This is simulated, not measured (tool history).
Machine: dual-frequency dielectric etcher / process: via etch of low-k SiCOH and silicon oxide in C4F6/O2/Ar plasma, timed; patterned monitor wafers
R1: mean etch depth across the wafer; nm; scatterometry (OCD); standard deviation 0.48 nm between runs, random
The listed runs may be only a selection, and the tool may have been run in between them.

run 1 hour=0.0 | source_power_(kW)=0.390 bias_power_(kW)=0.184 etch_time_(s)=57.5 | R1=158.06
run 2 hour=0.9 | source_power_(kW)=0.390 bias_power_(kW)=0.207 etch_time_(s)=57.5 | R1=165.80
run 3 hour=6.4 | source_power_(kW)=0.390 bias_power_(kW)=0.192 etch_time_(s)=57.5 | R1=159.73
run 4 hour=7.2 | source_power_(kW)=0.370 bias_power_(kW)=0.190 etch_time_(s)=57.5 | R1=157.09
run 5 hour=10.5 | source_power_(kW)=0.370 bias_power_(kW)=0.190 etch_time_(s)=57.5 | R1=156.93
run 6 hour=14.1 | source_power_(kW)=0.410 bias_power_(kW)=0.190 etch_time_(s)=57.5 | R1=162.70

The next listed run, before its measurement:
run 7 hour=18.5 | source_power_(kW)=0.390 bias_power_(kW)=0.188 etch_time_(s)=57.5 | R1=?

R1: 157.93 nm
